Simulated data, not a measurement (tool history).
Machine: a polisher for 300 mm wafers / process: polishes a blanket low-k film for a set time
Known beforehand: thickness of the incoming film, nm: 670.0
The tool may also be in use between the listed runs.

run  hour  flow of slurry (ml/min)  pressure of the wafer on the pad (psi)  speed of the pad under the wafer (cm/s)  abrasive content of the slurry  polishing time (s)  film removed (Å)
  1     0                      190                                     1.3                                       92                               1                  40            84.725
  2   4.9                      190                                     1.3                                      108                               1                  40            95.597
  3   5.9                      190                                     1.2                                      104                               1                  40            87.915
  4   9.3                      190                                     1.1                                      100                               1                  40            82.047
  5    16                      190                                     1.1                                       94                               1                  40            76.889
  6  22.7                      190                                     1.1                                       90                               1                  40            76.289
  7  29.2                      190                                       1                                       86                               1                  40            68.838

Run 8 comes next. What will it give?
  8  32.3                      190                                       1                                       82                               1                  40                 ?

film removed (Å): 65.938

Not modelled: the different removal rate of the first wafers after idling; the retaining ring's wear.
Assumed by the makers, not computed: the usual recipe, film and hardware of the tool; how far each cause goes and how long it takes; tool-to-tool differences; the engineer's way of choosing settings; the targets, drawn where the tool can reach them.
